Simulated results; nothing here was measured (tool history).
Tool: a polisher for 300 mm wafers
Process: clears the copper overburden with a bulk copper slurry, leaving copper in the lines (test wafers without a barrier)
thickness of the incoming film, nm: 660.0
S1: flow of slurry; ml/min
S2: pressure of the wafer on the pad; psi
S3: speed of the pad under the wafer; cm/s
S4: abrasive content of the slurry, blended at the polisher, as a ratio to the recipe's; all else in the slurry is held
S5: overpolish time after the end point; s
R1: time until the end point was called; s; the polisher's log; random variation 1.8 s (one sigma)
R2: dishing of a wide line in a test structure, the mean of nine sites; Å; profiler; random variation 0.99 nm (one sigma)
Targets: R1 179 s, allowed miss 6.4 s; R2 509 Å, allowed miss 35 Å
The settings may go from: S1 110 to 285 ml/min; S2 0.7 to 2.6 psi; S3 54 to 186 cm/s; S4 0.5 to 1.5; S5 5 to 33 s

run 1 day=0 | S1=180 S2=1.6 S3=118 S4=1 S5=17 | R1=102.19 R2=558.98
run 2 day=0.117 | S1=180 S2=1.6 S3=118 S4=1 S5=22 | R1=102.96 R2=668.31
run 3 day=0.454 | S1=210 S2=1.6 S3=118 S4=1 S5=22 | R1=102.92 R2=646.1
run 4 day=0.488 | S1=210 S2=1.6 S3=118 S4=0.8 S5=22 | R1=109.42 R2=656.76
run 5 day=0.729 | S1=210 S2=1.6 S3=118 S4=0.65 S5=22 | R1=114.44 R2=611.29
run 6 day=1.025 | S1=210 S2=1.6 S3=92 S4=0.65 S5=22 | R1=144.9 R2=535.82
run 7 day=1.367 | S1=210 S2=1.5 S3=92 S4=0.65 S5=23 | R1=155.88 R2=541.07
run 8 day=1.562 | S1=210 S2=1.4 S3=92 S4=0.65 S5=23 | R1=164.56 R2=501.78
run 9 day=1.692 | S1=210 S2=1.4 S3=92 S4=0.65 S5=24 | R1=163.31 R2=506.49
run 10 day=2.038 | S1=210 S2=1.4 S3=92 S4=0.65 S5=25 | R1=165.67 R2=539.49

5 next moves are on the table. One of them brings every result within its allowed miss. Which?
run A day=2.383 | S1=200 S2=1.5 S3=96 S4=0.65 S5=24 | R1=? R2=?
run B day=2.383 | S1=200 S2=1.5 S3=74 S4=0.55 S5=23 | R1=? R2=?
run C day=2.383 | S1=225 S2=1.3 S3=96 S4=0.55 S5=19 | R1=? R2=?
run D day=2.383 | S1=240 S2=1.2 S3=104 S4=0.55 S5=27 | R1=? R2=?
run E day=2.383 | S1=150 S2=1.7 S3=78 S4=0.75 S5=30 | R1=? R2=?

move=A R1=149.66 R2=562.45
move=B R1=200.68 R2=451.94
move=C R1=177.78 R2=422.32
move=D R1=176.8 R2=524.81
move=E R1=159.88 R2=630.26
A: further off than the last run
B: takes the result that was furthest off past its target
C: brings the result that was furthest off to its target, and leaves another outside
D: meets every target
E: further off than the last run
Answer: D
